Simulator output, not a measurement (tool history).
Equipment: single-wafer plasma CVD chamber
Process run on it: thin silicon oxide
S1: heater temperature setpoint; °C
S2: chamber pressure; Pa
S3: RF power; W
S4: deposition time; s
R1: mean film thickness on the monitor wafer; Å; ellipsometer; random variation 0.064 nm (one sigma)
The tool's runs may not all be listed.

| run | hour | S1 | S2 | S3 | S4 | R1 |
|---|---|---|---|---|---|---|
| 1 | 0.0 | 425 | 113.9 | 285 | 8.30 | 145.02 |
| 2 | 5.0 | 425 | 113.9 | 285 | 8.57 | 150.84 |
| 3 | 9.5 | 425 | 113.9 | 310 | 8.57 | 152.59 |
| 4 | 15.4 | 425 | 115.9 | 310 | 8.57 | 155.96 |
| 5 | 20.3 | 425 | 117.5 | 310 | 8.57 | 157.55 |
| 6 | 28.4 | 425 | 119.1 | 310 | 8.57 | 158.89 |
| 7 | 34.3 | 425 | 120.5 | 310 | 8.57 | 160.95 |
| 8 | 40.3 | 425 | 121.7 | 310 | 8.57 | 161.98 |
| 9 | 47.7 | 425 | 122.9 | 310 | 8.57 | 163.50 |
| 10 | 51.6 | 425 | 124.0 | 310 | 8.57 | 164.67 |

What does the tool deliver on the next run?
| 11 | 59.3 | 425 | 124.9 | 310 | 8.57 | ? |

{"run 11": {"R1": 165.18}}

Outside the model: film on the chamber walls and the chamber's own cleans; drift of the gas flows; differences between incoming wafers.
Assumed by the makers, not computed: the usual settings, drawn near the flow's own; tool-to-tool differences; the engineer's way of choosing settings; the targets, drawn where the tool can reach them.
